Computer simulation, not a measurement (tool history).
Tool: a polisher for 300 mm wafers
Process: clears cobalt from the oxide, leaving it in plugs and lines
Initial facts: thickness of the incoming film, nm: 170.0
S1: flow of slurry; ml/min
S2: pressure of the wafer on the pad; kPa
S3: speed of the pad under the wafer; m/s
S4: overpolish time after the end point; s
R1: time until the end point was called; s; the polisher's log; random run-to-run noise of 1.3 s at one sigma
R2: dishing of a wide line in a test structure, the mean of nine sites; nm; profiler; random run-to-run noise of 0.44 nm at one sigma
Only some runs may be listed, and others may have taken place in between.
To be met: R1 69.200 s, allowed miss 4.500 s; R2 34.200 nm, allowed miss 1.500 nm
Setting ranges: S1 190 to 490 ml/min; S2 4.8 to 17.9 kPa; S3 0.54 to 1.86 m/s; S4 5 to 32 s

run  hour   S1    S2    S3  S4      R1      R2
  1   0.0  315  11.0  1.18  16  33.944  42.384
  2   8.7  315   9.0  1.18  16  42.170  39.431
  3  11.1  315   8.3  1.16  16  48.231  36.842
  4  19.3  315   7.6  1.16  16  52.569  35.642
  5  21.0  315   5.5  1.16  16  67.072  29.133
  6  26.0  315   5.5  0.90  16  89.895  25.417
  7  33.8  315   5.5  0.90  17  88.999  26.438
  8  41.0  315   5.5  0.90  18  90.232  27.084
  9  44.9  315   6.2  0.90  18  79.071  29.643
 10  52.3  315   6.9  0.90  19  71.270  32.090

Consider the 4 candidate settings below. Which is the only one whose results all fall within their allowed miss of target?
  A  59.7  300  5.5  1.18  20   ?   ?
  B  59.7  335  6.9  0.94  16   ?   ?
  C  59.7  280  6.9  0.88  16   ?   ?
  D  59.7  280  7.6  0.80  17   ?   ?

move      R1      R2
   A  70.967  34.881
   B  70.967  30.465
   C  76.672  28.984
   D  76.696  30.155
A: all results in spec
B: the biggest miss grows against the last run
C: the biggest miss grows against the last run
D: the biggest miss grows against the last run
A meets every target.

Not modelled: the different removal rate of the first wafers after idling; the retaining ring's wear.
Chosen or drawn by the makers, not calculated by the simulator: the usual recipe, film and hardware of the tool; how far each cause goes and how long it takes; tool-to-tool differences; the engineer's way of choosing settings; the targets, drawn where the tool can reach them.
